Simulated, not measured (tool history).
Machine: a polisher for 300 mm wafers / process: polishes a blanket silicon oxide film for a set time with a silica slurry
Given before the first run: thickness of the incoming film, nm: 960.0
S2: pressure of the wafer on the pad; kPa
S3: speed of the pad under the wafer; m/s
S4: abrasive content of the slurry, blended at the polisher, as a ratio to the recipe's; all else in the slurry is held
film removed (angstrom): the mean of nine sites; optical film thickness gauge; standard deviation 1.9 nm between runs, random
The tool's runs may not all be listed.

Run 1, hour 0: flow of slurry (ml/min) 250, S2 35.2 kPa, S3 1.12 m/s, S4 1, polishing time (s) 100. Result: film removed (angstrom) 3957.5.
Run 2, hour 3: flow of slurry (ml/min) 245, S2 31 kPa, S3 1.12 m/s, S4 1, polishing time (s) 100. Result: film removed (angstrom) 3531.2.
Run 3, hour 9.1: flow of slurry (ml/min) 240, S2 28.3 kPa, S3 1.12 m/s, S4 1, polishing time (s) 100. Result: film removed (angstrom) 3313.8.
Run 4, hour 14.2: flow of slurry (ml/min) 240, S2 26.2 kPa, S3 1.12 m/s, S4 1, polishing time (s) 100. Result: film removed (angstrom) 3066.2.
Run 5, hour 15.3: flow of slurry (ml/min) 240, S2 26.2 kPa, S3 1.12 m/s, S4 1.1, polishing time (s) 100. Result: film removed (angstrom) 3297.3.
Run 6, hour 16.5: flow of slurry (ml/min) 240, S2 31.7 kPa, S3 1.12 m/s, S4 1.1, polishing time (s) 100. Result: film removed (angstrom) 3843.7.
Run 7, hour 19.9: flow of slurry (ml/min) 240, S2 27.6 kPa, S3 1.12 m/s, S4 1.1, polishing time (s) 100. Result: film removed (angstrom) 3438.6.
Run 8, hour 23.4: flow of slurry (ml/min) 240, S2 24.8 kPa, S3 1.12 m/s, S4 1.1, polishing time (s) 100. Result: film removed (angstrom) 3181.8.
Run 9, hour 32.5: flow of slurry (ml/min) 240, S2 22.8 kPa, S3 1.12 m/s, S4 1.1, polishing time (s) 100. Result: film removed (angstrom) 2966.4.
Run 10, hour 36.3: flow of slurry (ml/min) 240, S2 22.1 kPa, S3 1.12 m/s, S4 1.1, polishing time (s) 100. Result: film removed (angstrom) 2937.

Run 11, settings as shown, results not yet in. Your forecast:
Run 11, hour 44.4: flow of slurry (ml/min) 240, S2 21.4 kPa, S3 1.12 m/s, S4 1.1, polishing time (s) 100. Result: film removed (angstrom) ?.

film removed (angstrom): 2819.4
